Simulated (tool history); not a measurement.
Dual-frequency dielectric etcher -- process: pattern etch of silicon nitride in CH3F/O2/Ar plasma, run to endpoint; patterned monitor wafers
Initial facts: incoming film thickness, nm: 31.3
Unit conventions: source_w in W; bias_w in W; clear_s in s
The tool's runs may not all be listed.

run	hour	source_w	bias_w	clear_s
1	0.0	440	75	49.298
2	2.7	420	75	50.219
3	11.7	410	75	50.542
4	20.5	400	75	50.603
5	23.1	390	75	50.823
6	26.0	380	74	51.950
7	29.7	370	74	52.351
8	32.3	360	74	53.079

Expected results for the next run?
9	40.4	350	74	?

Run 9 measured clear_s 53.385 s.

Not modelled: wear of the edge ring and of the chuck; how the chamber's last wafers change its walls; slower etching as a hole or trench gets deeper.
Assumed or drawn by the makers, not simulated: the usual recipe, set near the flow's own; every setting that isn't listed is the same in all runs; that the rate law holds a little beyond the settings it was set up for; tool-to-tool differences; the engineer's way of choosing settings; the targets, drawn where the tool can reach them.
